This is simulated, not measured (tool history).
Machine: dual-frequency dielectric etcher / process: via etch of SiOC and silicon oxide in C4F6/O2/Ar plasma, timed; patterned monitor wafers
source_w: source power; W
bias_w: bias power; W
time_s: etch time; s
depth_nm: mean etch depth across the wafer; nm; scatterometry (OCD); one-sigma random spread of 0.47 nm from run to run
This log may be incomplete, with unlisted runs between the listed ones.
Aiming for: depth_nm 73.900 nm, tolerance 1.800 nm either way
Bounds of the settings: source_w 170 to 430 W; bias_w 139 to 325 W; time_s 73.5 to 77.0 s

| run | hour | source_w | bias_w | time_s | depth_nm |
|---|---|---|---|---|---|
| 1 | 0.0 | 300 | 232 | 73.5 | 88.565 |
| 2 | 6.5 | 260 | 222 | 73.5 | 82.237 |
| 3 | 15.0 | 240 | 218 | 73.5 | 78.963 |
| 4 | 16.2 | 230 | 216 | 73.5 | 77.298 |
| 5 | 17.5 | 280 | 216 | 73.5 | 84.424 |
| 6 | 22.7 | 260 | 212 | 73.5 | 80.673 |
| 7 | 25.7 | 240 | 210 | 73.5 | 77.870 |
| 8 | 30.5 | 230 | 209 | 73.5 | 76.614 |

Consider the 4 candidate settings below. Which is the only one whose results all fall within their allowed miss of target?
| A | 35.3 | 210 | 228 | 76.5 | ? |
| B | 35.3 | 210 | 210 | 73.5 | ? |
| C | 35.3 | 210 | 184 | 73.5 | ? |
| D | 35.3 | 220 | 218 | 76.0 | ? |

| move | depth_nm |
|---|---|
| A | 79.874 |
| B | 74.354 |
| C | 70.705 |
| D | 79.385 |
A: its largest miss is bigger than the last run's
B: meets every target
C: pushes the last run's worst result past its target
D: its largest miss is bigger than the last run's
Answer: B
